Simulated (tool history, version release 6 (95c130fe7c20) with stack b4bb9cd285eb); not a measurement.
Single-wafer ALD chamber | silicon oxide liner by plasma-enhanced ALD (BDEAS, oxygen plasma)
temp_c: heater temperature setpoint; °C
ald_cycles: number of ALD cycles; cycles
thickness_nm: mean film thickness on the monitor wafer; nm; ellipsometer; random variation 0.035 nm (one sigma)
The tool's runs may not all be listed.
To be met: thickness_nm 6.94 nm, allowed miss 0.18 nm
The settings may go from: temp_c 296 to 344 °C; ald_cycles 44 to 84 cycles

run  hour  temp_c  ald_cycles  thickness_nm
  1     0     320          64        5.6866
  2   0.9     320          56        5.0104
  3   2.3     320          63        5.6608
  4   4.1     320          64        5.7175
  5   7.4     314          64        5.7106
  6  14.4     314          66        5.9086
  7  19.5     314          67        6.0426
  8  25.9     314          68        6.1021

5 next moves are on the table. One of them brings every result within its allowed miss. Which?
  A  32.3     329          74             ?
  B  32.3     320          72             ?
  C  32.3     319          77             ?
  D  32.3     313          59             ?
  E  32.3     296          70             ?

move  thickness_nm
   A        6.5391
   B        6.4357
   C        6.8913
   D        5.3204
   E        6.4632
A: nearer than the last run, and not there yet
B: nearer than the last run, and not there yet
C: meets every target
D: further off than the last run
E: nearer than the last run, and not there yet
Move C is the one to make.
